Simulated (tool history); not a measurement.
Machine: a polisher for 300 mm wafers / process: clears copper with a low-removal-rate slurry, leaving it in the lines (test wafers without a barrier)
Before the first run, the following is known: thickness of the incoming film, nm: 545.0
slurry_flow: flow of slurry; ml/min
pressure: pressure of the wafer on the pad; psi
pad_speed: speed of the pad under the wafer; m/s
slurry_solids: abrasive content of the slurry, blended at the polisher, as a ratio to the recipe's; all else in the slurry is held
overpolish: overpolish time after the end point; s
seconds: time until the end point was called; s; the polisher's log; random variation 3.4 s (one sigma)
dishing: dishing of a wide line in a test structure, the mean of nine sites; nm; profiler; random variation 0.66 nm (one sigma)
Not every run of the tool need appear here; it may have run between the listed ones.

run 1 day=0.000 | slurry_flow=145 pressure=3.2 pad_speed=1.32 slurry_solids=1.0 overpolish=18 | seconds=118.440 dishing=60.935
run 2 day=0.092 | slurry_flow=145 pressure=3.2 pad_speed=1.32 slurry_solids=1.0 overpolish=13 | seconds=119.630 dishing=44.509
run 3 day=0.275 | slurry_flow=145 pressure=3.9 pad_speed=1.32 slurry_solids=1.0 overpolish=13 | seconds=96.695 dishing=53.506
run 4 day=0.508 | slurry_flow=145 pressure=3.9 pad_speed=1.32 slurry_solids=1.0 overpolish=18 | seconds=98.199 dishing=70.781
run 5 day=0.883 | slurry_flow=145 pressure=3.9 pad_speed=1.08 slurry_solids=1.0 overpolish=18 | seconds=119.540 dishing=59.981
run 6 day=1.079 | slurry_flow=160 pressure=3.9 pad_speed=1.08 slurry_solids=1.0 overpolish=18 | seconds=119.360 dishing=59.857
run 7 day=1.254 | slurry_flow=160 pressure=3.2 pad_speed=1.02 slurry_solids=1.0 overpolish=18 | seconds=150.410 dishing=46.744
run 8 day=1.517 | slurry_flow=160 pressure=2.7 pad_speed=0.98 slurry_solids=1.0 overpolish=18 | seconds=182.280 dishing=41.306
run 9 day=1.800 | slurry_flow=160 pressure=2.3 pad_speed=0.96 slurry_solids=1.0 overpolish=18 | seconds=215.260 dishing=36.995
run 10 day=1.938 | slurry_flow=160 pressure=2.1 pad_speed=0.96 slurry_solids=1.0 overpolish=17 | seconds=235.720 dishing=30.725
run 11 day=2.188 | slurry_flow=155 pressure=2.0 pad_speed=0.96 slurry_solids=1.0 overpolish=17 | seconds=238.070 dishing=30.493
run 12 day=2.262 | slurry_flow=155 pressure=1.4 pad_speed=0.94 slurry_solids=1.0 overpolish=18 | seconds=342.490 dishing=22.947
run 13 day=2.417 | slurry_flow=165 pressure=1.5 pad_speed=0.94 slurry_solids=1.0 overpolish=18 | seconds=320.330 dishing=25.767
run 14 day=2.542 | slurry_flow=200 pressure=1.7 pad_speed=0.96 slurry_solids=1.0 overpolish=15 | seconds=272.480 dishing=24.387
-- day=2.604 worn pad replaced by a new one
run 15 day=2.604 | slurry_flow=200 pressure=1.7 pad_speed=0.96 slurry_solids=1.0 overpolish=16 | seconds=259.330 dishing=26.746

The next listed run, before its measurement:
run 16 day=2.938 | slurry_flow=195 pressure=1.7 pad_speed=0.96 slurry_solids=1.0 overpolish=17 | seconds=? dishing=?

{"run 16": {"seconds": 259.67, "dishing": 28.896}}

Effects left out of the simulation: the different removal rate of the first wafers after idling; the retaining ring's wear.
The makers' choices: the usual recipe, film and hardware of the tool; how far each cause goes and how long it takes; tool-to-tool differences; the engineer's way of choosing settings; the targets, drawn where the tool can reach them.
